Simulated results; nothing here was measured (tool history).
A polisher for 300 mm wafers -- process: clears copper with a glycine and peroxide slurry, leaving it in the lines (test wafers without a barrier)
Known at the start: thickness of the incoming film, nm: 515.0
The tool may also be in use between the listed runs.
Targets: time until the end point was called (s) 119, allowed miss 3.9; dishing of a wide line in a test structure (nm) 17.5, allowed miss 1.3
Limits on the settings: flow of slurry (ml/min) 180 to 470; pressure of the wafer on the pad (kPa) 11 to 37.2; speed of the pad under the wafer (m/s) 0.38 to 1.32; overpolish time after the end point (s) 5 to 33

| run | hour | flow of slurry (ml/min) | pressure of the wafer on the pad (kPa) | speed of the pad under the wafer (m/s) | overpolish time after the end point (s) | time until the end point was called (s) | dishing of a wide line in a test structure (nm) |
|---|---|---|---|---|---|---|---|
| 1 | 0 | 300 | 24.1 | 0.84 | 17 | 96.005 | 60.99 |
| 2 | 7.1 | 290 | 22.8 | 0.86 | 16 | 99.681 | 55.179 |
| 3 | 12.5 | 290 | 19.3 | 0.86 | 16 | 110.63 | 49.911 |
| 4 | 13.8 | 275 | 18.6 | 0.88 | 15 | 110.79 | 46.17 |
| 5 | 21.2 | 275 | 18.6 | 0.66 | 15 | 141.76 | 40.942 |
| 6 | 22.4 | 265 | 17.9 | 0.7 | 14 | 134.23 | 37.608 |
| 7 | 28.1 | 255 | 17.2 | 0.74 | 13 | 134.07 | 35.968 |
| 8 | 36.6 | 255 | 17.2 | 0.74 | 13 | 134.32 | 36.629 |
| 9 | 42.3 | 245 | 16.5 | 0.78 | 12 | 131.77 | 34.785 |
| 10 | 50 | 235 | 15.9 | 0.8 | 11 | 132.41 | 31.978 |
| 11 | 51.9 | 230 | 15.2 | 0.82 | 10 | 135.81 | 29.31 |
| 12 | 55.3 | 180 | 11 | 1.06 | 5 | 131.92 | 15.588 |
| 13 | 63.6 | 185 | 11 | 1.06 | 5 | 131.71 | 15.381 |
| 14 | 67.4 | 190 | 11 | 1.06 | 5 | 131.95 | 15.664 |
| 15 | 70.1 | 195 | 14.5 | 1.06 | 6 | 114.1 | 21.414 |

5 next moves are on the table. One of them brings every result within its allowed miss. Which?
| A | 72.8 | 260 | 20.7 | 0.82 | 5 | ? | ? |
| B | 72.8 | 180 | 13.8 | 1.1 | 6 | ? | ? |
| C | 72.8 | 325 | 11.7 | 1.24 | 8 | ? | ? |
| D | 72.8 | 185 | 17.9 | 0.86 | 9 | ? | ? |
| E | 72.8 | 270 | 11 | 1.18 | 5 | ? | ? |

| move | time until the end point was called (s) | dishing of a wide line in a test structure (nm) |
|---|---|---|
| A | 107.52 | 18.541 |
| B | 111.43 | 20.96 |
| C | 105.9 | 28.039 |
| D | 116.13 | 29.22 |
| E | 115.29 | 17.133 |
A: brings the result that was furthest off to its target, and leaves another outside
B: nearer than the last run, and not there yet
C: moves away from the targets compared with the last run
D: moves away from the targets compared with the last run
E: hits every target within its allowed miss
E is the move that brings every result within its allowed miss.

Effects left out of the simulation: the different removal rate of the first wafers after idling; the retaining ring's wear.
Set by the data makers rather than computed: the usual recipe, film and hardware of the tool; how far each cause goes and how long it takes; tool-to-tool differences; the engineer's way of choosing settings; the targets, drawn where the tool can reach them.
